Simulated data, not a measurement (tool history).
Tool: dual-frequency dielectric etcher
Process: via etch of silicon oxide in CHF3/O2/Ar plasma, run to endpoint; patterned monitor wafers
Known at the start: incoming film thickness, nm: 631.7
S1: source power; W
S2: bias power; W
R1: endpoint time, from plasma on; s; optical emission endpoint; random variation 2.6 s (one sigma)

run    day   S1   S2      R1
  1  0.000  560  182  337.90
  2  0.117  650  182  315.82
  3  0.462  580  176  334.32
  4  0.808  520  170  352.49
  5  0.838  580  170  337.65
  6  0.925  530  165  350.98
  7  1.192  490  160  365.45

Run 8 comes next. What will it give?
  8  1.225  460  157   ?

Run 8 gave R1 382.77 s.

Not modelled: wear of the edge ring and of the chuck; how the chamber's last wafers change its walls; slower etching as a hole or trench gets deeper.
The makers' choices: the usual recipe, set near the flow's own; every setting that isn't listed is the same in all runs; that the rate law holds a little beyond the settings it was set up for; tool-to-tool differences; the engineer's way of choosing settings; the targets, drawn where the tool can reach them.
